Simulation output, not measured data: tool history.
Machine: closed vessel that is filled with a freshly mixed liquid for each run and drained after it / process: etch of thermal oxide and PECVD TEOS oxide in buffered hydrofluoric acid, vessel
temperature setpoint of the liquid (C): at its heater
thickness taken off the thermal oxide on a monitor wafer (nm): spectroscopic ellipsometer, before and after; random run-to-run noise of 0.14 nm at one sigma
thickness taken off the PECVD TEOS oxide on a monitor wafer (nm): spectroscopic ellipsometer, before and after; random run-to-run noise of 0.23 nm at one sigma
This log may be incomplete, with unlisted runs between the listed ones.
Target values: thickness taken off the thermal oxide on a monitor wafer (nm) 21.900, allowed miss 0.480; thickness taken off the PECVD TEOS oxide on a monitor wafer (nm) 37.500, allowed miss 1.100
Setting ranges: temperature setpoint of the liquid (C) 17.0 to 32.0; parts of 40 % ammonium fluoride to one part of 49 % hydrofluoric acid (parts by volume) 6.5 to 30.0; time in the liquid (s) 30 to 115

run    day  temperature setpoint of the liquid (C)  parts of 40 % ammonium fluoride to one part of 49 % hydrofluoric acid (parts by volume)  time in the liquid (s)  thickness taken off the thermal oxide on a monitor wafer (nm)  thickness taken off the PECVD TEOS oxide on a monitor wafer (nm)
  1  0.000                                    25.0                                                                                     19.5                      60                                                         37.065                                                            62.721
  2  0.050                                    25.0                                                                                     14.5                      60                                                         49.015                                                            84.103
  3  0.100                                    25.0                                                                                     14.5                      70                                                         57.278                                                            97.747
  4  0.438                                    28.0                                                                                     14.5                      70                                                         67.466                                                           115.530
  5  0.596                                    25.5                                                                                     17.0                      70                                                         50.749                                                            86.219
  6  0.967                                    25.5                                                                                     17.0                      80                                                         57.882                                                            98.672
  7  1.217                                    23.5                                                                                     19.0                      80                                                         46.478                                                            78.322
  8  1.400                                    19.5                                                                                     25.5                      80                                                         29.912                                                            51.041
  9  1.629                                    17.0                                                                                     30.0                      80                                                         22.997                                                            39.440

Which of these 4 next moves meets every target?
  A  1.858                                    17.0                                                                                     24.0                      65                                                              ?                                                                 ?
  B  1.858                                    17.0                                                                                     27.5                      75                                                              ?                                                                 ?
  C  1.858                                    27.0                                                                                     17.0                      30                                                              ?                                                                 ?
  D  1.858                                    18.5                                                                                     28.5                      70                                                              ?                                                                 ?

move  thickness taken off the thermal oxide on a monitor wafer (nm)  thickness taken off the PECVD TEOS oxide on a monitor wafer (nm)
   A                                                         21.790                                                            37.555
   B                                                         22.879                                                            39.432
   C                                                         23.311                                                            40.176
   D                                                         22.696                                                            39.117
A: in spec on every target
B: closer than the last run, but not yet in spec
C: moves away from the targets compared with the last run
D: closer than the last run, but not yet in spec
Correct choice: A, which meets every target
